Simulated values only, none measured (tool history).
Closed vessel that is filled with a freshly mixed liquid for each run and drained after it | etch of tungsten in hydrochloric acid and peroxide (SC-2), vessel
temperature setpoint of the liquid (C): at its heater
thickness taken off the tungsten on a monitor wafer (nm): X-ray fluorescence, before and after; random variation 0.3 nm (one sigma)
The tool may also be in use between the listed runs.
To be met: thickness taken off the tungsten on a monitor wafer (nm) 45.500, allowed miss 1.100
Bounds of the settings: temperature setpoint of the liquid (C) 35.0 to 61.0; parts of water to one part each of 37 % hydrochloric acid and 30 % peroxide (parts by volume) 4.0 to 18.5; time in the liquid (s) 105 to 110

run	hour	temperature setpoint of the liquid (C)	parts of water to one part each of 37 % hydrochloric acid and 30 % peroxide (parts by volume)	time in the liquid (s)	thickness taken off the tungsten on a monitor wafer (nm)
1	0.0	45.0	10.5	105	20.105
2	3.1	48.5	10.5	105	25.662
3	8.8	48.5	10.5	105	25.944
4	10.4	48.5	9.0	105	29.224
5	13.3	48.5	9.0	105	29.208
6	18.1	50.5	9.0	105	33.190
7	19.8	50.5	9.0	105	33.328
8	22.8	52.0	9.0	105	37.186
9	29.9	53.0	9.0	105	39.942
10	37.7	53.5	9.0	105	41.118
11	46.8	54.0	9.0	105	41.782
12	50.8	54.5	9.0	105	43.948

Which of these 4 next moves meets every target?
A	54.8	54.5	8.0	105	?
B	54.8	56.0	9.5	105	?
C	54.8	56.0	9.5	110	?
D	54.8	56.0	9.0	105	?

move	thickness taken off the tungsten on a monitor wafer (nm)
A	47.894
B	45.882
C	48.067
D	47.968
A: takes the result that was furthest off past its target
B: meets every target
C: takes the result that was furthest off past its target
D: takes the result that was furthest off past its target
Answer: B
